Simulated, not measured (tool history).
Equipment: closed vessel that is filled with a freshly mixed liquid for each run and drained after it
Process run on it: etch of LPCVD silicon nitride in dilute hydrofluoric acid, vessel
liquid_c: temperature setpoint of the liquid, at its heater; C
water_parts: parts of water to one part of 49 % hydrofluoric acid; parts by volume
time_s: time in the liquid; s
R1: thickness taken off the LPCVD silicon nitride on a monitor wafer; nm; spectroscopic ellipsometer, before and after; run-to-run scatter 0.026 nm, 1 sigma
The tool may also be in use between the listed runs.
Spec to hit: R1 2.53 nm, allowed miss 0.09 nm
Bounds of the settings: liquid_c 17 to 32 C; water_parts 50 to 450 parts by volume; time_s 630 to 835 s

Run 1, hour 0: liquid_c 24 C, water_parts 250 parts by volume, time_s 835 s. Result: R1 1.7894 nm.
Run 2, hour 8.5: liquid_c 25.5 C, water_parts 250 parts by volume, time_s 835 s. Result: R1 1.957 nm.
Run 3, hour 13.1: liquid_c 25.5 C, water_parts 250 parts by volume, time_s 630 s. Result: R1 1.4603 nm.
Run 4, hour 14.8: liquid_c 25.5 C, water_parts 205 parts by volume, time_s 630 s. Result: R1 1.8093 nm.
Run 5, hour 20.8: liquid_c 25.5 C, water_parts 285 parts by volume, time_s 630 s. Result: R1 1.296 nm.
Run 6, hour 22.5: liquid_c 25.5 C, water_parts 285 parts by volume, time_s 835 s. Result: R1 1.7358 nm.
Run 7, hour 24.7: liquid_c 26.5 C, water_parts 280 parts by volume, time_s 835 s. Result: R1 1.8258 nm.
Run 8, hour 32.1: liquid_c 27.5 C, water_parts 280 parts by volume, time_s 835 s. Result: R1 1.9232 nm.
Run 9, hour 33.4: liquid_c 28.5 C, water_parts 280 parts by volume, time_s 835 s. Result: R1 2.0391 nm.
Run 10, hour 39.6: liquid_c 29 C, water_parts 280 parts by volume, time_s 835 s. Result: R1 2.1548 nm.
Run 11, hour 41: liquid_c 29.5 C, water_parts 280 parts by volume, time_s 835 s. Result: R1 2.207 nm.
Run 12, hour 47: liquid_c 30 C, water_parts 280 parts by volume, time_s 835 s. Result: R1 2.2263 nm.

Of the 5 settings listed for the next run, only one would bring every result within its allowed miss of target. Which one?
Run A, hour 53: liquid_c 28.5 C, water_parts 260 parts by volume, time_s 740 s. Result: R1 ?.
Run B, hour 53: liquid_c 31.5 C, water_parts 285 parts by volume, time_s 630 s. Result: R1 ?.
Run C, hour 53: liquid_c 31 C, water_parts 315 parts by volume, time_s 780 s. Result: R1 ?.
Run D, hour 53: liquid_c 29.5 C, water_parts 205 parts by volume, time_s 705 s. Result: R1 ?.
Run E, hour 53: liquid_c 30 C, water_parts 320 parts by volume, time_s 815 s. Result: R1 ?.

move      R1
   A  1.9971
   B  1.8417
   C  1.9981
   D  2.5721
   E  1.9407
A: misses by more than the last run did
B: misses by more than the last run did
C: misses by more than the last run did
D: meets every target
E: misses by more than the last run did
The right move is D.
